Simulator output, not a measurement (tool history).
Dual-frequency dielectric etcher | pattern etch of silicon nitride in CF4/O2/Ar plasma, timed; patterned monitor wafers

run	hour	source power (kW)	bias power (kW)	Ar flow (sccm)	CF4 flow (sccm)	etch time (s)	mean etch depth across the wafer (Å)
1	0	0.6	0.065	139	110	104	2465.2
2	2.9	0.6	0.074	139	110	104	2544.8
3	8.7	0.57	0.074	139	110	104	2438.3
4	16.8	0.55	0.074	139	110	104	2341.1
5	25	0.55	0.074	139	91	104	2254.1
6	29.1	0.49	0.074	139	91	104	1992.4

Run 7 is up next; what results do you expect?
7	33.9	0.5	0.074	139	91	104	?

Logged for run 7: mean etch depth across the wafer (Å) 2025.1.
